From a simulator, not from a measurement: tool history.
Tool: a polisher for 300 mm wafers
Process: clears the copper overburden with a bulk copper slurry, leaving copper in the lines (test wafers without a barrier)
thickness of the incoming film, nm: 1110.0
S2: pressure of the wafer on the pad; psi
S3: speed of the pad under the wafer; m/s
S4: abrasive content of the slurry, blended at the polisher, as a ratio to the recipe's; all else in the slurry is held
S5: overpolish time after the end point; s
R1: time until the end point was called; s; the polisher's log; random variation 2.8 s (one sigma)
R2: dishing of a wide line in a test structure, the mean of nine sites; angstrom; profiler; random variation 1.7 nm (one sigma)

Run 1, hour 0: flow of slurry (ml/min) 265, S2 2.8 psi, S3 1.4 m/s, S4 1, S5 29 s. Result: R1 83.534 s, R2 1316.2 angstrom.
Run 2, hour 5.1: flow of slurry (ml/min) 265, S2 2.6 psi, S3 1.32 m/s, S4 1, S5 28 s. Result: R1 95.719 s, R2 1234.2 angstrom.
Run 3, hour 12.2: flow of slurry (ml/min) 265, S2 2.5 psi, S3 1.26 m/s, S4 1, S5 26 s. Result: R1 102.91 s, R2 1140.3 angstrom.
Run 4, hour 15.5: flow of slurry (ml/min) 265, S2 2.4 psi, S3 1.2 m/s, S4 1, S5 25 s. Result: R1 114 s, R2 989.77 angstrom.
Run 5, hour 17.1: flow of slurry (ml/min) 240, S2 2.4 psi, S3 1.2 m/s, S4 1, S5 25 s. Result: R1 117.08 s, R2 1027.9 angstrom.
Run 6, hour 18.2: flow of slurry (ml/min) 290, S2 2.4 psi, S3 1.2 m/s, S4 1, S5 25 s. Result: R1 111.91 s, R2 1018 angstrom.
At hour 25.1: slurry nozzle cleaned.
Run 7, hour 25.1: flow of slurry (ml/min) 285, S2 2.3 psi, S3 1.16 m/s, S4 1, S5 26 s. Result: R1 118.21 s, R2 1001.2 angstrom.

Run 8 comes next. What will it give?
Run 8, hour 27.1: flow of slurry (ml/min) 280, S2 2.2 psi, S3 1.12 m/s, S4 1, S5 26 s. Result: R1 ?, R2 ?.

{"run 8": {"R1": 128.43, "R2": 982.01}}

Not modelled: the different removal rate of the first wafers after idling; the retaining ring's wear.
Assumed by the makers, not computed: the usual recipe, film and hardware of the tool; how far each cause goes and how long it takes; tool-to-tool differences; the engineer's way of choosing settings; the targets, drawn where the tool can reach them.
